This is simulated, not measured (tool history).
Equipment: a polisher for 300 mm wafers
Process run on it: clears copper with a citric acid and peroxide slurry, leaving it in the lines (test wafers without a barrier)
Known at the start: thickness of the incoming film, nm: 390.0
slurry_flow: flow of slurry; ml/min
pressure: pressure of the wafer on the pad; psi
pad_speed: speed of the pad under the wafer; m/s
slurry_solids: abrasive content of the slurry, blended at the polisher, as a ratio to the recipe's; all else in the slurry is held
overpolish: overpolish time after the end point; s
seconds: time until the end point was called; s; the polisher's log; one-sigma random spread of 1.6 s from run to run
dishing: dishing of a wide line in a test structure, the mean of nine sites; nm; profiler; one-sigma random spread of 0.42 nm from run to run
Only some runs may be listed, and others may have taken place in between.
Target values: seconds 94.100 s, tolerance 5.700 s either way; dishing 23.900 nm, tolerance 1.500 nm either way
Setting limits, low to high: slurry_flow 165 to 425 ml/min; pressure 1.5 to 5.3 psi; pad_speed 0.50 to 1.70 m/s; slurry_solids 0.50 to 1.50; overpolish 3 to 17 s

run	day	slurry_flow	pressure	pad_speed	slurry_solids	overpolish	seconds	dishing
1	0.000	275	3.4	1.10	1.00	9	138.520	17.875
2	0.079	275	3.7	1.10	1.00	9	133.090	18.987
3	0.304	275	3.2	1.10	1.00	9	147.820	16.915
4	0.542	275	3.2	1.10	1.00	12	147.380	21.348
5	0.846	275	3.2	1.10	1.00	10	152.080	17.976
6	1.146	275	3.4	1.10	1.00	10	139.220	18.695
7	1.362	275	3.6	1.10	1.00	10	129.930	20.183
8	1.625	275	3.7	1.10	1.00	10	127.850	20.995
9	1.896	275	3.8	1.10	1.00	10	122.740	20.670
10	2.162	275	3.9	1.10	1.00	10	122.740	21.635
11	2.292	275	4.9	1.16	1.00	8	90.525	22.228

Pick the move, out of 4, that brings all results within their allowed miss; only one does.
A	2.421	295	4.4	1.38	0.75	9	?	?
B	2.421	285	5.2	1.32	0.85	8	?	?
C	2.421	265	5.3	1.44	0.55	8	?	?
D	2.421	230	5.2	1.20	1.20	7	?	?

move	seconds	dishing
A	98.791	23.805
B	84.597	24.530
C	87.321	23.977
D	86.047	21.957
A: all results land within tolerance of their targets
B: brings the last run's worst result on target, with another outside its allowed miss
C: brings the last run's worst result on target, with another outside its allowed miss
D: misses by more than the last run did
Answer: A

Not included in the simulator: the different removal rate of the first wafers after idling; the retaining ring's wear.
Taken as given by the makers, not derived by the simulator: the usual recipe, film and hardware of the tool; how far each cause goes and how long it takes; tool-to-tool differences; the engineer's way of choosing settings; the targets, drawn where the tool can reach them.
